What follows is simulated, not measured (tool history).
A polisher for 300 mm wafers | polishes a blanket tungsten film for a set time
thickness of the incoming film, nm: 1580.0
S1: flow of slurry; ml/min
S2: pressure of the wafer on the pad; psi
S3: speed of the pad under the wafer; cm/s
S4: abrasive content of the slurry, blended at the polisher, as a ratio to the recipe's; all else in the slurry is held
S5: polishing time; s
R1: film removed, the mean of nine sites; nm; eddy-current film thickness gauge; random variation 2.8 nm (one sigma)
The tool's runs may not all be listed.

run  hour   S1   S2  S3    S4  S5      R1
  1     0  195  3.9  88     1  41  143.76
  2   6.8  195  3.9  88  1.15  41  143.81
  3   7.8  195  3.9  88  1.25  41  143.97
  4  10.1  195  3.9  68  1.25  41  115.12
  5  16.2  195  3.9  82  1.25  41  137.57
  6  16.7  145  3.9  82  1.25  41  134.15
  7  17.8  145  4.3  82  1.25  41  137.92
  8  20.5  150  4.7  86  1.25  41  161.46
  9  21.6  150    5  86  1.25  41  166.99
 10  25.9  150  5.2  88  1.25  41  175.72
 11  26.7  150  5.4  90  1.25  41   190.5
 12  31.6  155  5.5  90  1.25  41   190.4
 13  35.9  155  5.6  90  1.25  41  193.36

Run 14 comes next. What will it give?
 14  36.5  155  5.7  90  1.25  41   ?

{"run 14": {"R1": 197.21}}
